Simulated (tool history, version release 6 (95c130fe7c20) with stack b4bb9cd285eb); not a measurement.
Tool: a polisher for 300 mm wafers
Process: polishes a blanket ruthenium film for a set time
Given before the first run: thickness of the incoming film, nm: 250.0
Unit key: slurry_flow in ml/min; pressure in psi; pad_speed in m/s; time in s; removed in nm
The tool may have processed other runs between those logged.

run	hour	slurry_flow	pressure	pad_speed	time	removed
1	0.0	295	2.6	0.98	86	131.150
2	3.7	290	2.2	0.98	86	112.320
3	8.0	285	1.9	0.98	86	97.055
4	15.4	285	1.9	1.12	86	109.330
5	22.3	285	1.9	1.12	90	114.720
# hour 26.9: head pressure recalibrated
6	26.9	280	1.7	1.08	90	95.968
7	28.8	260	1.6	1.08	90	89.762

Predict the results of run 8:
8	37.6	240	1.6	1.08	90	?

Run 8 yielded removed 89.130 nm.
